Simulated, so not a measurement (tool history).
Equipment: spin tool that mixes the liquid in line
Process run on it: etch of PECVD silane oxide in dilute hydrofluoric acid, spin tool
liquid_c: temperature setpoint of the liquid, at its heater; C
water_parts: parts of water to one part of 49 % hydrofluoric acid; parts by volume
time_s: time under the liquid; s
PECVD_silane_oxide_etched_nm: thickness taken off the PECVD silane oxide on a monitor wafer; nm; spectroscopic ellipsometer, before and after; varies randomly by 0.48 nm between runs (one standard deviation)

run,day,liquid_c,water_parts,time_s,PECVD_silane_oxide_etched_nm
1,0,26,60,55,38.763
2,0.338,26,60,60,41.96
3,0.533,26,60,60,42.295
4,0.746,28,60,60,45.054
5,0.858,28,40,60,69.431
6,1.05,29.5,40,60,74.228
7,1.125,30.5,40,60,77.94

Expected results for the next run?
8,1.462,31,40,60,?

{"run 8": {"PECVD_silane_oxide_etched_nm": 79.783}}

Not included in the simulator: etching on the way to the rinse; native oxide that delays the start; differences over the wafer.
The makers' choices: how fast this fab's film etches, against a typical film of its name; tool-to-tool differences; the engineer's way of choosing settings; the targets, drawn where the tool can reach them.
